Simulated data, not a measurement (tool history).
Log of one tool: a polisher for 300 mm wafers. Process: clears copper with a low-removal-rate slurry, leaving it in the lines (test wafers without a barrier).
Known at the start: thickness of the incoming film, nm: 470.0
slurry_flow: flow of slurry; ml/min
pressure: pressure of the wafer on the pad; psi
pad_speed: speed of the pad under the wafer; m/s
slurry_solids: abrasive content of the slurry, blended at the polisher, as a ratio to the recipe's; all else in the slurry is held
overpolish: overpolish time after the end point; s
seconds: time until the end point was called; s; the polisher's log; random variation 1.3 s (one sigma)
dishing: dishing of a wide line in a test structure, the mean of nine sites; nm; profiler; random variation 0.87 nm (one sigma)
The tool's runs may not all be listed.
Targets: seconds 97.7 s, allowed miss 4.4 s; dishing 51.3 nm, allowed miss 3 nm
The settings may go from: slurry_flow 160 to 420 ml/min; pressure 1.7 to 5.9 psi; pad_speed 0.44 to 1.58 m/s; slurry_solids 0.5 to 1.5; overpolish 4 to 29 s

run  hour  slurry_flow  pressure  pad_speed  slurry_solids  overpolish  seconds  dishing
  1     0          270       3.8          1              1          15   117.87    37.96
  2   3.6          270         3          1              1          15    145.8   30.618
  3   4.5          270       3.4          1              1          15   130.78   34.182
  4   5.4          270       3.4          1            0.9          15   132.12   34.426
  5   8.3          310       3.4          1            0.9          15   127.55   34.545
  6  13.6          310       3.6          1            0.9          16   124.26   37.272
  7  14.2          310       3.8          1            0.9          16   118.46   40.322
  8  21.1          310         4          1            0.9          16   111.62    41.77
  9    22          310       4.1          1            0.9          16      110   41.575
 10  27.2          310       4.2          1            0.9          16   105.36   43.579
 11  30.9          310       4.3          1            0.9          16    105.3   44.814
 12  31.4          310       4.4          1            0.9          16   100.21   45.353

4 next moves are on the table. One of them brings every result within its allowed miss. Which?
  A  31.9          340       4.6       0.96            1.1          18        ?        ?
  B  31.9          250       4.5       1.06            0.8          13        ?        ?
  C  31.9          295       4.1       1.14              1          14        ?        ?
  D  31.9          310       4.9       0.84            0.8          16        ?        ?

move  seconds  dishing
   A   98.832   50.814
   B   98.054   38.671
   C   95.843   41.889
   D   110.83   41.809
A: meets every target
B: further off than the last run
C: further off than the last run
D: further off than the last run
Move A is the one to make.
